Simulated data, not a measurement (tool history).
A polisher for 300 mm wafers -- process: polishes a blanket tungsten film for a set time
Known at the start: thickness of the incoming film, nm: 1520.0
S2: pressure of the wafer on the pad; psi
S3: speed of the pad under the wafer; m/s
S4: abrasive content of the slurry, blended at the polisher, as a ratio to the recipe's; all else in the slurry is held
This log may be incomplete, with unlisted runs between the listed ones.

run 1 hour=0.0 | flow_of_slurry_(ml/min)=220 S2=3.9 S3=1.12 S4=1.0 polishing_time_(s)=25 | film_removed_(angstrom)=1110.20
run 2 hour=7.8 | flow_of_slurry_(ml/min)=220 S2=3.9 S3=0.88 S4=1.0 polishing_time_(s)=25 | film_removed_(angstrom)=874.99
run 3 hour=14.2 | flow_of_slurry_(ml/min)=220 S2=3.9 S3=0.88 S4=1.1 polishing_time_(s)=25 | film_removed_(angstrom)=895.45
run 4 hour=22.4 | flow_of_slurry_(ml/min)=220 S2=3.9 S3=0.88 S4=1.1 polishing_time_(s)=25 | film_removed_(angstrom)=907.43
run 5 hour=30.1 | flow_of_slurry_(ml/min)=220 S2=3.9 S3=0.88 S4=1.1 polishing_time_(s)=25 | film_removed_(angstrom)=904.10
run 6 hour=36.5 | flow_of_slurry_(ml/min)=220 S2=3.9 S3=1.14 S4=1.1 polishing_time_(s)=25 | film_removed_(angstrom)=1158.10
run 7 hour=41.5 | flow_of_slurry_(ml/min)=230 S2=4.0 S3=1.14 S4=1.1 polishing_time_(s)=25 | film_removed_(angstrom)=1182.10

Estimate the outcome of run 8 from the log above:
run 8 hour=42.5 | flow_of_slurry_(ml/min)=230 S2=4.1 S3=1.14 S4=1.1 polishing_time_(s)=25 | film_removed_(angstrom)=?

Run 8 produced film removed (angstrom) 1221.30.

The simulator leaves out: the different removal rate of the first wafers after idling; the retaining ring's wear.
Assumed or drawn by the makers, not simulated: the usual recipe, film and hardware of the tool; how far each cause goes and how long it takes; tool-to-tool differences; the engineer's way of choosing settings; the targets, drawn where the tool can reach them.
